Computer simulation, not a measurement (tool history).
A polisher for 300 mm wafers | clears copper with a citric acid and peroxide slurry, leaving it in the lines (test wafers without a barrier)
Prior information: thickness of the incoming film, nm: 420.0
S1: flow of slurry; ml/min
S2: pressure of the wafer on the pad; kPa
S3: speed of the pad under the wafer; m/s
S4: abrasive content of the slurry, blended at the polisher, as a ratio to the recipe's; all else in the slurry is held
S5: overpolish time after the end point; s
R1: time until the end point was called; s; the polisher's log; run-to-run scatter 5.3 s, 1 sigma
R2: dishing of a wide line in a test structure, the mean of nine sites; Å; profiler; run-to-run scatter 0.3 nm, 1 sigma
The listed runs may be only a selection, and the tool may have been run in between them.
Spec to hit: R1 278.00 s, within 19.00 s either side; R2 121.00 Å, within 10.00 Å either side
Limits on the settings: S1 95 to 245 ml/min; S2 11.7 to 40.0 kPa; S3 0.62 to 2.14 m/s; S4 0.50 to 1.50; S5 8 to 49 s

run	hour	S1	S2	S3	S4	S5	R1	R2
1	0.0	155	25.5	1.38	1.00	25	126.84	453.59
2	3.4	155	29.6	1.38	1.00	25	106.31	508.60
3	11.0	155	29.6	1.38	1.00	30	106.35	577.48
4	19.2	130	29.6	1.38	1.00	30	113.47	544.57
5	19.8	130	29.6	1.38	0.85	30	116.63	562.32
6	26.8	130	29.6	1.38	0.85	39	119.33	656.40
7	34.2	125	25.5	1.26	1.00	32	140.51	500.73
8	38.4	120	22.8	1.12	1.10	27	170.11	386.22
9	39.4	115	20.7	1.04	1.20	23	198.15	322.56
10	46.4	160	13.8	0.92	0.95	11	322.66	104.17
11	54.7	160	14.5	0.92	0.95	11	311.46	106.59
12	61.3	160	15.2	0.92	0.95	11	292.93	106.47

5 candidate next runs follow, results not yet known. Just one meets every target within its allowed miss. Identify it.
A	67.9	125	15.2	1.36	0.75	11	?	?
B	67.9	120	17.2	1.02	1.05	12	?	?
C	67.9	165	15.2	0.94	1.05	11	?	?
D	67.9	170	16.5	1.06	1.15	12	?	?
E	67.9	140	17.2	0.90	0.95	14	?	?

move	R1	R2
A	233.52	138.91
B	249.07	142.37
C	286.54	115.40
D	231.21	152.01
E	277.25	148.56
A: the result that was furthest off in the last run now lies on the other side of its target
B: the result that was furthest off in the last run now lies on the other side of its target
C: meets every target
D: the result that was furthest off in the last run now lies on the other side of its target
E: the result that was furthest off in the last run now lies on the other side of its target
Go with C: it meets all targets.

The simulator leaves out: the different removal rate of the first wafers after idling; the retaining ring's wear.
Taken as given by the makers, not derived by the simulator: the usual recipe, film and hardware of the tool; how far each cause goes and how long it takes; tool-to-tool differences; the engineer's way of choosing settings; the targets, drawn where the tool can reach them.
